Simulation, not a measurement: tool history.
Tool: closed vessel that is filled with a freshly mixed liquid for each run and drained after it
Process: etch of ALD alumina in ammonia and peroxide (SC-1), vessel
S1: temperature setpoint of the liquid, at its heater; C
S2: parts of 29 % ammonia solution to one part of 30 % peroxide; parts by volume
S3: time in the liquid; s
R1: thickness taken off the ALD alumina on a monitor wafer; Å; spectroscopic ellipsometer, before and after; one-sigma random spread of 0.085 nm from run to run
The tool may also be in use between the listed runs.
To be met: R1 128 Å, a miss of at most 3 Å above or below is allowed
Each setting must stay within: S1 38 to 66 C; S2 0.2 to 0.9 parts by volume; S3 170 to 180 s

| run | hour | S1 | S2 | S3 | R1 |
|---|---|---|---|---|---|
| 1 | 0 | 50 | 0.5 | 170 | 80.571 |
| 2 | 6.6 | 51.5 | 0.5 | 170 | 86.048 |
| 3 | 14.5 | 51.5 | 0.5 | 180 | 91.856 |
| 4 | 18.3 | 53 | 0.5 | 180 | 98.661 |
| 5 | 25.8 | 53 | 0.4 | 180 | 98.013 |
| 6 | 32.8 | 46 | 0.4 | 180 | 65.647 |
| 7 | 39.7 | 54 | 0.4 | 180 | 102.35 |
|  | 43.8 | thermometer replaced |
| 8 | 43.8 | 59 | 0.4 | 180 | 147.33 |
| 9 | 46.8 | 58.5 | 0.4 | 180 | 142.98 |
| 10 | 54.5 | 58 | 0.4 | 180 | 138.15 |

Which of these 4 next moves meets every target?
| A | 62.2 | 58 | 0.5 | 175 | ? |
| B | 62.2 | 56.5 | 0.4 | 180 | ? |
| C | 62.2 | 59 | 0.35 | 180 | ? |
| D | 62.2 | 57.5 | 0.4 | 180 | ? |

| move | R1 |
|---|---|
| A | 137.58 |
| B | 128.09 |
| C | 144.1 |
| D | 134.99 |
A: nearer the targets than the last run, but a result is still out of spec
B: in spec on every target
C: its largest miss is bigger than the last run's
D: nearer the targets than the last run, but a result is still out of spec
Correct choice: B, which meets every target
